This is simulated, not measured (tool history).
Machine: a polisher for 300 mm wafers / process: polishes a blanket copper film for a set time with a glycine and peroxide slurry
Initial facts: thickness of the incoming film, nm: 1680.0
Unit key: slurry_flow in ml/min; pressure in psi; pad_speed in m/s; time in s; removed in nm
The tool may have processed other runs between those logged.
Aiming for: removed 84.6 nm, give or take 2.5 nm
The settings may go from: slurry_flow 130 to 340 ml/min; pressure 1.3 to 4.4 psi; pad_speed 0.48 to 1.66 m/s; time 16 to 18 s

run  hour  slurry_flow  pressure  pad_speed  time  removed
  1     0          220       2.8       1.06    18   96.298
  2   1.3          220       2.8       1.06    18   96.392
  3   1.9          220       3.3       1.06    18   111.11
  4  10.3          220       3.3       1.06    18   110.48
     11.3  -- head pressure recalibrated
  5  11.3          220       3.2       1.06    18   115.83
  6  19.3          220       3.1       1.06    18   112.81
  7  25.6          220         3       1.06    18   110.34
  8  32.3          220       2.9       1.06    18   106.68
  9    36          220       2.8       1.06    18    103.6

Consider the 4 candidate settings below. Which is the only one whose results all fall within their allowed miss of target?
  A  39.7          200       2.3        1.1    17        ?
  B  39.7          210       2.2       1.16    18        ?
  C  39.7          175       3.2       0.96    16        ?
  D  39.7          195         3       0.98    16        ?

move  removed
   A   84.827
   B   90.844
   C   92.551
   D   90.114
A: every result lands within tolerance
B: closer than the last run, but not yet in spec
C: closer than the last run, but not yet in spec
D: closer than the last run, but not yet in spec
A meets every target.
